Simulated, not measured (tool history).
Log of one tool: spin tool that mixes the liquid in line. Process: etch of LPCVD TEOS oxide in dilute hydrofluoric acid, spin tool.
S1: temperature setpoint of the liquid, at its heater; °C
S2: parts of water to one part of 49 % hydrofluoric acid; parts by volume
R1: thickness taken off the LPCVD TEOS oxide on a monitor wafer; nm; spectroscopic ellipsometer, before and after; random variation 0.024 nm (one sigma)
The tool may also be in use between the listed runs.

{"run": 1, "hour": 0.0, "S1": 26, "S2": 295, "time under the liquid (s)": 130, "R1": 6.1652}
{"run": 2, "hour": 2.4, "S1": 27.5, "S2": 295, "time under the liquid (s)": 130, "R1": 6.5373}
{"run": 3, "hour": 9.5, "S1": 27.5, "S2": 340, "time under the liquid (s)": 130, "R1": 5.4419}
{"run": 4, "hour": 15.7, "S1": 27.5, "S2": 340, "time under the liquid (s)": 140, "R1": 5.7266}
{"run": 5, "hour": 20.3, "S1": 30.5, "S2": 340, "time under the liquid (s)": 140, "R1": 6.3553}
{"run": 6, "hour": 21.5, "S1": 28.5, "S2": 350, "time under the liquid (s)": 140, "R1": 5.7612}
{"run": 7, "hour": 22.5, "S1": 26.5, "S2": 360, "time under the liquid (s)": 140, "R1": 5.1892}
{"run": 8, "hour": 30.7, "S1": 25, "S2": 365, "time under the liquid (s)": 140, "R1": 4.9266}
{"run": 9, "hour": 32.5, "S1": 24, "S2": 375, "time under the liquid (s)": 140, "R1": 4.5144}
{"run": 10, "hour": 36.9, "S1": 23, "S2": 380, "time under the liquid (s)": 140, "R1": 4.3138}

The next listed run, before its measurement:
{"run": 11, "hour": 40.6, "S1": 22, "S2": 385, "time under the liquid (s)": 140, "R1": "?"}

For run 11 the tool returned R1 4.1424 nm.

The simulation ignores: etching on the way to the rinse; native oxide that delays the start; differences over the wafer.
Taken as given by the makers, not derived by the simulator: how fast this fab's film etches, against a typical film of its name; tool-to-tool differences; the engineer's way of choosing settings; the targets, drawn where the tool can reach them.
